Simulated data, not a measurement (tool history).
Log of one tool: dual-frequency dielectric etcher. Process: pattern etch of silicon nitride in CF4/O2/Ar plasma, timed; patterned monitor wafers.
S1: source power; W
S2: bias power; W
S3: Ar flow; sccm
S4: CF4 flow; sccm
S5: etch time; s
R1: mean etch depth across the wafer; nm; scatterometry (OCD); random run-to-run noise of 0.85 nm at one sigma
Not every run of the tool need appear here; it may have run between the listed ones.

run 1 hour=0 | S1=590 S2=40 S3=136 S4=105 S5=94.5 | R1=168.49
run 2 hour=7.6 | S1=610 S2=40 S3=136 S4=105 S5=94.5 | R1=173.84
run 3 hour=9.3 | S1=610 S2=40 S3=114 S4=105 S5=94.5 | R1=177.81
run 4 hour=12.7 | S1=610 S2=40 S3=114 S4=105 S5=86.5 | R1=162.61
run 5 hour=13.3 | S1=610 S2=40 S3=95 S4=105 S5=86.5 | R1=165.99
run 6 hour=16.1 | S1=530 S2=40 S3=95 S4=105 S5=86.5 | R1=146.64

Run 7 has not been measured yet. What should we expect?
run 7 hour=24.4 | S1=650 S2=43 S3=92 S4=106 S5=86.5 | R1=?

{"run 7": {"R1": 180.17}}
